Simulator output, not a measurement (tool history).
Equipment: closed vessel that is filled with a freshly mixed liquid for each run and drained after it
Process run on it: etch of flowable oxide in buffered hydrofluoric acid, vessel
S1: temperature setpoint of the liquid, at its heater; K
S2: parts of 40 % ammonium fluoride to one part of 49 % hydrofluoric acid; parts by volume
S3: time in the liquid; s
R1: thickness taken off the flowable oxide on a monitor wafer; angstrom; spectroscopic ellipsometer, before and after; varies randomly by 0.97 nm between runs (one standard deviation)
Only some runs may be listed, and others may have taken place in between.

| run | hour | S1 | S2 | S3 | R1 |
|---|---|---|---|---|---|
| 1 | 0 | 297.15 | 11 | 30 | 1005.9 |
| 2 | 7.9 | 295.15 | 11 | 30 | 897.59 |
| 3 | 14.9 | 297.65 | 10.5 | 30 | 1079.4 |
| 4 | 16.9 | 297.65 | 10.5 | 30 | 1074.6 |
| 5 | 21.5 | 299.15 | 10 | 30 | 1225.3 |
|  | 23.3 | thermometer replaced |
| 6 | 23.3 | 300.65 | 9.5 | 30 | 1516.8 |

For run 7, what comes out?
| 7 | 30.1 | 300.65 | 9.5 | 30 | ? |

{"run 7": {"R1": 1513.2}}
